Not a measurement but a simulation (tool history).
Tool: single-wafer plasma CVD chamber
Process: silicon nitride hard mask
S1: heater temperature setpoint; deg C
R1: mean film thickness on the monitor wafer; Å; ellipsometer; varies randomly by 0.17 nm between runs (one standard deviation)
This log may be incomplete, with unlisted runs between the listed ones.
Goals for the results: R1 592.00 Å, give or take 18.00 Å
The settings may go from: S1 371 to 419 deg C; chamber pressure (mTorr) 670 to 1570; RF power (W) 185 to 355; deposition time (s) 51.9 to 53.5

{"run": 1, "day": 0.0, "S1": 395, "chamber pressure (mTorr)": 1120, "RF power (W)": 270, "deposition time (s)": 51.9, "R1": 516.09}
{"run": 2, "day": 0.229, "S1": 395, "chamber pressure (mTorr)": 1200, "RF power (W)": 275, "deposition time (s)": 52.0, "R1": 538.06}
{"run": 3, "day": 0.271, "S1": 395, "chamber pressure (mTorr)": 1050, "RF power (W)": 275, "deposition time (s)": 52.0, "R1": 514.09}
{"run": 4, "day": 0.542, "S1": 395, "chamber pressure (mTorr)": 1050, "RF power (W)": 275, "deposition time (s)": 53.5, "R1": 529.5}
{"run": 5, "day": 0.579, "S1": 395, "chamber pressure (mTorr)": 1120, "RF power (W)": 280, "deposition time (s)": 53.5, "R1": 544.93}
{"run": 6, "day": 0.704, "S1": 400, "chamber pressure (mTorr)": 1120, "RF power (W)": 280, "deposition time (s)": 53.5, "R1": 544.66}
{"run": 7, "day": 0.996, "S1": 400, "chamber pressure (mTorr)": 1180, "RF power (W)": 285, "deposition time (s)": 53.5, "R1": 558.35}
{"run": 8, "day": 1.142, "S1": 400, "chamber pressure (mTorr)": 1220, "RF power (W)": 290, "deposition time (s)": 53.5, "R1": 568.6}

Which one of the following 5 next-run settings gets every result inside its allowed miss? There is exactly one.
{"run": "A", "day": 1.288, "S1": 404, "chamber pressure (mTorr)": 1170, "RF power (W)": 280, "deposition time (s)": 51.9, "R1": "?"}
{"run": "B", "day": 1.288, "S1": 398, "chamber pressure (mTorr)": 1200, "RF power (W)": 345, "deposition time (s)": 53.5, "R1": "?"}
{"run": "C", "day": 1.288, "S1": 397, "chamber pressure (mTorr)": 1290, "RF power (W)": 270, "deposition time (s)": 51.9, "R1": "?"}
{"run": "D", "day": 1.288, "S1": 395, "chamber pressure (mTorr)": 990, "RF power (W)": 340, "deposition time (s)": 53.5, "R1": "?"}
{"run": "E", "day": 1.288, "S1": 399, "chamber pressure (mTorr)": 1410, "RF power (W)": 325, "deposition time (s)": 52.9, "R1": "?"}

move=A R1=535.67
move=B R1=630.41
move=C R1=542.62
move=D R1=586.69
move=E R1=633.33
A: moves away from the targets compared with the last run
B: takes the biggest miss from the last run beyond its target
C: moves away from the targets compared with the last run
D: all results land within tolerance of their targets
E: takes the biggest miss from the last run beyond its target
The move that meets every target is D.

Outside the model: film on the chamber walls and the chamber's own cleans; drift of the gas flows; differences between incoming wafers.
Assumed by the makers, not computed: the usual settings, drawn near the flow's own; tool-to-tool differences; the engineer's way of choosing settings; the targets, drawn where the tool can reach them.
